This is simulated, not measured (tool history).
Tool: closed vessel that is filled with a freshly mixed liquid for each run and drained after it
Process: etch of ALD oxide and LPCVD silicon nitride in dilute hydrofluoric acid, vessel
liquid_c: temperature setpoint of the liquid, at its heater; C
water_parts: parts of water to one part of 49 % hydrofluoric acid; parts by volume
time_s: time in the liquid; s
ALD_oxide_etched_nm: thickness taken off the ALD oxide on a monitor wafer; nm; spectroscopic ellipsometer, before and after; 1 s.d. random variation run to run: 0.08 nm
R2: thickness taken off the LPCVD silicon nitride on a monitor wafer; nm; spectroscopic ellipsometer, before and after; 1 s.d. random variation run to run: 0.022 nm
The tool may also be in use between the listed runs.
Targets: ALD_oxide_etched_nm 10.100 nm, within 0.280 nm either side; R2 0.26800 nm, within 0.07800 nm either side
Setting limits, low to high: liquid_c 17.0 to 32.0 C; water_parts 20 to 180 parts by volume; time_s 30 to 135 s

Run 1, hour 0.0: liquid_c 24.0 C, water_parts 100 parts by volume, time_s 70 s. Result: ALD_oxide_etched_nm 14.347 nm, R2 0.34388 nm.
Run 2, hour 5.4: liquid_c 23.5 C, water_parts 100 parts by volume, time_s 70 s. Result: ALD_oxide_etched_nm 14.307 nm, R2 0.28472 nm.
Run 3, hour 6.5: liquid_c 25.0 C, water_parts 100 parts by volume, time_s 70 s. Result: ALD_oxide_etched_nm 14.910 nm, R2 0.36177 nm.
Run 4, hour 7.4: liquid_c 25.0 C, water_parts 100 parts by volume, time_s 95 s. Result: ALD_oxide_etched_nm 20.365 nm, R2 0.50514 nm.
Run 5, hour 13.8: liquid_c 25.0 C, water_parts 65 parts by volume, time_s 95 s. Result: ALD_oxide_etched_nm 32.407 nm, R2 0.78598 nm.
Run 6, hour 22.3: liquid_c 25.0 C, water_parts 65 parts by volume, time_s 115 s. Result: ALD_oxide_etched_nm 39.063 nm, R2 0.87197 nm.
Run 7, hour 27.7: liquid_c 24.5 C, water_parts 80 parts by volume, time_s 115 s. Result: ALD_oxide_etched_nm 30.954 nm, R2 0.66975 nm.
Run 8, hour 32.9: liquid_c 24.0 C, water_parts 90 parts by volume, time_s 115 s. Result: ALD_oxide_etched_nm 26.547 nm, R2 0.63304 nm.
Run 9, hour 36.6: liquid_c 23.0 C, water_parts 95 parts by volume, time_s 115 s. Result: ALD_oxide_etched_nm 24.394 nm, R2 0.59551 nm.
Run 10, hour 40.2: liquid_c 23.0 C, water_parts 95 parts by volume, time_s 115 s. Result: ALD_oxide_etched_nm 23.956 nm, R2 0.57862 nm.
Run 11, hour 44.2: liquid_c 19.0 C, water_parts 135 parts by volume, time_s 115 s. Result: ALD_oxide_etched_nm 13.929 nm, R2 0.30936 nm.
Run 12, hour 52.9: liquid_c 19.0 C, water_parts 140 parts by volume, time_s 115 s. Result: ALD_oxide_etched_nm 13.131 nm, R2 0.33046 nm.

Pick the move, out of 5, that brings all results within their allowed miss; only one does.
Run A, hour 61.6: liquid_c 21.5 C, water_parts 170 parts by volume, time_s 105 s. Result: ALD_oxide_etched_nm ?, R2 ?.
Run B, hour 61.6: liquid_c 21.0 C, water_parts 165 parts by volume, time_s 105 s. Result: ALD_oxide_etched_nm ?, R2 ?.
Run C, hour 61.6: liquid_c 21.0 C, water_parts 180 parts by volume, time_s 110 s. Result: ALD_oxide_etched_nm ?, R2 ?.
Run D, hour 61.6: liquid_c 17.0 C, water_parts 110 parts by volume, time_s 130 s. Result: ALD_oxide_etched_nm ?, R2 ?.
Run E, hour 61.6: liquid_c 20.5 C, water_parts 175 parts by volume, time_s 115 s. Result: ALD_oxide_etched_nm ?, R2 ?.

move  ALD_oxide_etched_nm       R2
   A               10.565  0.26068
   B               10.732  0.25974
   C               10.147  0.24993
   D               17.942  0.36370
   E               10.757  0.25989
A: nearer than the last run, and not there yet
B: nearer than the last run, and not there yet
C: each result inside its tolerance
D: further off than the last run
E: nearer than the last run, and not there yet
So the answer is move C, the one that meets all the targets.
